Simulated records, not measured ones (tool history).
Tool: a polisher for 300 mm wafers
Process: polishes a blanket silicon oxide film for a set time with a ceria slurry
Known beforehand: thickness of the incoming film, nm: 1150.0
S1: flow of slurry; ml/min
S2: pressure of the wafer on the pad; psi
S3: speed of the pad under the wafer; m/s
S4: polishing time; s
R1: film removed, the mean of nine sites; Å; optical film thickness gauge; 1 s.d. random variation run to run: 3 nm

run,hour,S1,S2,S3,S4,R1
1,0.0,255,4.2,1.34,72,4947.0
2,5.8,255,3.4,1.26,72,3723.1
3,8.0,255,3.4,0.94,72,2856.7
4,9.0,255,3.2,0.94,72,2644.7
5,11.1,195,3.2,0.94,72,2562.4
6,14.8,195,4.2,0.94,72,3378.1
7,20.0,195,3.8,0.94,72,3047.8

What will run 8 give?
8,27.7,195,3.5,0.94,72,?

{"run 8": {"R1": 2850.1}}
